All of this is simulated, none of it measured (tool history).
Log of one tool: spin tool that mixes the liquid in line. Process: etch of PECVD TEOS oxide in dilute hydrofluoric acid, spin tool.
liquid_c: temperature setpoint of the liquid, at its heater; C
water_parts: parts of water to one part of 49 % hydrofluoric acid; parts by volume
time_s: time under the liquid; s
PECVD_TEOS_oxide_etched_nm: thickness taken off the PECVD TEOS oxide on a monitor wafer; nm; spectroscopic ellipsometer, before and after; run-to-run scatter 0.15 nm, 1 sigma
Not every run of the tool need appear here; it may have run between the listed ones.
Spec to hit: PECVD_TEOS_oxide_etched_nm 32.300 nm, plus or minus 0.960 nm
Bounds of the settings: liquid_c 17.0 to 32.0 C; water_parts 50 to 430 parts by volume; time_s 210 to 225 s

| run | hour | liquid_c | water_parts | time_s | PECVD_TEOS_oxide_etched_nm |
|---|---|---|---|---|---|
| 1 | 0.0 | 24.0 | 240 | 210 | 15.398 |
| 2 | 6.6 | 27.0 | 240 | 210 | 17.102 |
| 3 | 11.8 | 28.0 | 220 | 210 | 19.879 |
| 4 | 18.1 | 29.0 | 205 | 210 | 22.393 |
| 5 | 20.3 | 29.0 | 145 | 210 | 34.141 |
| 6 | 28.1 | 29.0 | 200 | 210 | 23.105 |
|  | 31.0 | hydrofluoric acid flow meter replaced |
| 7 | 31.0 | 29.5 | 190 | 210 | 28.586 |
| 8 | 36.6 | 30.0 | 190 | 210 | 28.964 |
| 9 | 43.8 | 30.5 | 190 | 210 | 29.502 |
| 10 | 46.6 | 31.0 | 190 | 210 | 29.875 |
| 11 | 55.3 | 31.5 | 190 | 210 | 30.549 |

Below are 5 possible settings for the next run. Only one of them brings all results inside the allowed miss of their targets. Which is it?
| A | 64.0 | 30.0 | 165 | 210 | ? |
| B | 64.0 | 32.0 | 195 | 210 | ? |
| C | 64.0 | 31.5 | 180 | 210 | ? |
| D | 64.0 | 32.0 | 205 | 225 | ? |
| E | 64.0 | 31.5 | 205 | 225 | ? |

| move | PECVD_TEOS_oxide_etched_nm |
|---|---|
| A | 34.497 |
| B | 30.104 |
| C | 32.688 |
| D | 30.291 |
| E | 29.784 |
A: carries the result that was furthest off beyond its target, to the other side
B: its largest miss is bigger than the last run's
C: each result inside its tolerance
D: its largest miss is bigger than the last run's
E: its largest miss is bigger than the last run's
Move C is the one to make.
